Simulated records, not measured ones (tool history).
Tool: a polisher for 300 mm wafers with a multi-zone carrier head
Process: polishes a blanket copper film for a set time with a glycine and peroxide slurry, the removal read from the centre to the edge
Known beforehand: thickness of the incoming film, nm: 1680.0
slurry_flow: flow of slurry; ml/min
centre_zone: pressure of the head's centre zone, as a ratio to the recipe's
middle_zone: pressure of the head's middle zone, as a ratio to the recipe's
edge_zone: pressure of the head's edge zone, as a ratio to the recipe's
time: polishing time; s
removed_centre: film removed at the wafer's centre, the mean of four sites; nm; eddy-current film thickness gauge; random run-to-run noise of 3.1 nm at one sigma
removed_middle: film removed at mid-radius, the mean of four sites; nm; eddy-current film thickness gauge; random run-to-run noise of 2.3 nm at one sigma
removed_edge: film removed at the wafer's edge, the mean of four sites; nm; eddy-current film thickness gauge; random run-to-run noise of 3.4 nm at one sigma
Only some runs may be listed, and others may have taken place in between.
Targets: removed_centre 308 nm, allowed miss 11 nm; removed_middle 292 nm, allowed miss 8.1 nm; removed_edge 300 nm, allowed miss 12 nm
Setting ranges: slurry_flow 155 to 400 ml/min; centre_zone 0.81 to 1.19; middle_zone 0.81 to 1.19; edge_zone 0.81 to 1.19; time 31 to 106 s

run,day,slurry_flow,centre_zone,middle_zone,edge_zone,time,removed_centre,removed_middle,removed_edge
1,0,255,1,1,1,68,360.92,374.09,363.36
2,0.033,200,1,1,1,68,347.87,363.27,356.96
3,0.204,200,1,0.98,0.98,67,347.13,343.13,353.59
4,0.525,240,1,0.98,0.98,67,352.49,359.21,355.55
5,0.575,240,1,0.98,0.98,74,387.87,396.04,389.73
6,0.804,240,0.97,0.98,0.98,74,376.3,399.01,396.13
7,0.833,215,0.99,0.88,0.88,57,294.78,272.57,285.01
8,1.175,225,0.99,0.88,0.89,57,295.73,271.76,287.16
9,1.262,235,0.99,0.89,0.9,57,298.99,280.83,292.24
10,1.588,240,0.99,0.89,0.9,57,296.03,280.35,291.14
11,1.629,245,0.99,0.89,0.9,57,302.2,282.35,292
12,1.85,250,0.99,0.89,0.9,57,293.26,279.66,294.94

Consider the 4 candidate settings below. Which is the only one whose results all fall within their allowed miss of target?
A,2.071,175,0.97,0.88,0.83,63,?,?,?
B,2.071,275,0.87,0.86,0.83,60,?,?,?
C,2.071,335,0.92,0.89,0.93,53,?,?,?
D,2.071,340,0.94,0.86,0.95,51,?,?,?

move,removed_centre,removed_middle,removed_edge
A,300.36,289.47,298.29
B,277.01,290.05,299.22
C,264.72,268.9,282
D,260.61,251.84,274.36
A: each result inside its tolerance
B: gets the furthest-off result to its target, but another result is out of tolerance
C: lands further from the targets than the last run did
D: lands further from the targets than the last run did
So the answer is move A, the one that meets all the targets.
